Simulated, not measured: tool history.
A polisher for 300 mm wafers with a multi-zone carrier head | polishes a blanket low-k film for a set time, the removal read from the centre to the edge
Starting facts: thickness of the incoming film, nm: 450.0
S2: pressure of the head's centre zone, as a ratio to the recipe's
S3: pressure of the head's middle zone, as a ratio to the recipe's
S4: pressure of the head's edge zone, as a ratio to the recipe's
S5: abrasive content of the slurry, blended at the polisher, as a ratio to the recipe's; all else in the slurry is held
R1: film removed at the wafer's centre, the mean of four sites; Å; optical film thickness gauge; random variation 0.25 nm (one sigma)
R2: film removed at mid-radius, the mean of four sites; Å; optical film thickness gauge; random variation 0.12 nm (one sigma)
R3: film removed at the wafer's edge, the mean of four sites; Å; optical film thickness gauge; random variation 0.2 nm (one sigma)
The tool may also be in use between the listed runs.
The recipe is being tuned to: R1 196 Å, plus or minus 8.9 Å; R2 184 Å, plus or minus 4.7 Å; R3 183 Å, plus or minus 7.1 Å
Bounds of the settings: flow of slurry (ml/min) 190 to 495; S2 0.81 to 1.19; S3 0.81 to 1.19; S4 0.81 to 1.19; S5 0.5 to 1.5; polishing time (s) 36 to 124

Run 1, hour 0: flow of slurry (ml/min) 320, S2 1, S3 1, S4 1, S5 1, polishing time (s) 79. Result: R1 308.7 Å, R2 281.79 Å, R3 287.18 Å.
Run 2, hour 3.4: flow of slurry (ml/min) 320, S2 1, S3 1, S4 1, S5 1, polishing time (s) 64. Result: R1 246.75 Å, R2 228.6 Å, R3 232.53 Å.
Run 3, hour 9.6: flow of slurry (ml/min) 320, S2 1, S3 1, S4 1, S5 1, polishing time (s) 82. Result: R1 311.84 Å, R2 287.88 Å, R3 301.04 Å.
Run 4, hour 10.5: flow of slurry (ml/min) 320, S2 1, S3 1, S4 0.95, S5 1, polishing time (s) 82. Result: R1 312.93 Å, R2 294.24 Å, R3 290.7 Å.
Run 5, hour 17.2: flow of slurry (ml/min) 320, S2 1, S3 1.03, S4 0.95, S5 1, polishing time (s) 82. Result: R1 312.02 Å, R2 296.82 Å, R3 294.93 Å.
Run 6, hour 18.7: flow of slurry (ml/min) 375, S2 1, S3 1.03, S4 0.95, S5 1, polishing time (s) 82. Result: R1 331.45 Å, R2 302.88 Å, R3 291.19 Å.
Run 7, hour 23.9: flow of slurry (ml/min) 375, S2 0.99, S3 1.01, S4 0.94, S5 0.95, polishing time (s) 80. Result: R1 300.74 Å, R2 278.27 Å, R3 272.72 Å.
Run 8, hour 27.3: flow of slurry (ml/min) 380, S2 0.98, S3 1, S4 0.92, S5 0.9, polishing time (s) 79. Result: R1 277.86 Å, R2 264.23 Å, R3 255.8 Å.
Run 9, hour 30.9: flow of slurry (ml/min) 385, S2 0.98, S3 0.98, S4 0.91, S5 0.85, polishing time (s) 79. Result: R1 273.98 Å, R2 247.67 Å, R3 247.19 Å.
Run 10, hour 34.2: flow of slurry (ml/min) 390, S2 0.97, S3 0.98, S4 0.9, S5 0.8, polishing time (s) 79. Result: R1 252.34 Å, R2 236.85 Å, R3 232.11 Å.
Run 11, hour 36.6: flow of slurry (ml/min) 395, S2 0.96, S3 0.97, S4 0.89, S5 0.8, polishing time (s) 79. Result: R1 254.98 Å, R2 239.37 Å, R3 237.86 Å.
Run 12, hour 39.5: flow of slurry (ml/min) 400, S2 0.96, S3 0.97, S4 0.88, S5 0.75, polishing time (s) 79. Result: R1 239.91 Å, R2 220.8 Å, R3 217.38 Å.
At hour 43.6: centre zone pressure recalibrated.
Run 13, hour 43.6: flow of slurry (ml/min) 400, S2 0.95, S3 0.97, S4 0.87, S5 0.75, polishing time (s) 79. Result: R1 219.14 Å, R2 222.95 Å, R3 218.16 Å.
Run 14, hour 48.6: flow of slurry (ml/min) 405, S2 0.95, S3 0.96, S4 0.86, S5 0.75, polishing time (s) 79. Result: R1 220.65 Å, R2 223.07 Å, R3 218.84 Å.

Exercise: of the 5 proposed moves below, exactly one satisfies all targets within the stated allowed misses. Which move is it?
Run A, hour 53.6: flow of slurry (ml/min) 340, S2 0.84, S3 0.83, S4 0.9, S5 0.9, polishing time (s) 86. Result: R1 ?, R2 ?, R3 ?.
Run B, hour 53.6: flow of slurry (ml/min) 395, S2 0.99, S3 0.87, S4 0.84, S5 0.75, polishing time (s) 65. Result: R1 ?, R2 ?, R3 ?.
Run C, hour 53.6: flow of slurry (ml/min) 495, S2 1.18, S3 1.19, S4 0.81, S5 0.6, polishing time (s) 75. Result: R1 ?, R2 ?, R3 ?.
Run D, hour 53.6: flow of slurry (ml/min) 420, S2 1, S3 0.97, S4 0.9, S5 0.75, polishing time (s) 65. Result: R1 ?, R2 ?, R3 ?.
Run E, hour 53.6: flow of slurry (ml/min) 335, S2 0.93, S3 0.97, S4 0.99, S5 0.8, polishing time (s) 65. Result: R1 ?, R2 ?, R3 ?.

move      R1      R2      R3
   A  245.62  250.88  284.96
   B  190.83  170.16  182.72
   C  208.69  194.51  163.88
   D  193.87  184.45  187.13
   E  187.08   191.9  201.69
A: further off than the last run
B: the result that was furthest off in the last run now lies on the other side of its target
C: moves toward the targets from the last run without getting all of them in spec
D: all results land within tolerance of their targets
E: moves toward the targets from the last run without getting all of them in spec
So the answer is move D, the one that meets all the targets.

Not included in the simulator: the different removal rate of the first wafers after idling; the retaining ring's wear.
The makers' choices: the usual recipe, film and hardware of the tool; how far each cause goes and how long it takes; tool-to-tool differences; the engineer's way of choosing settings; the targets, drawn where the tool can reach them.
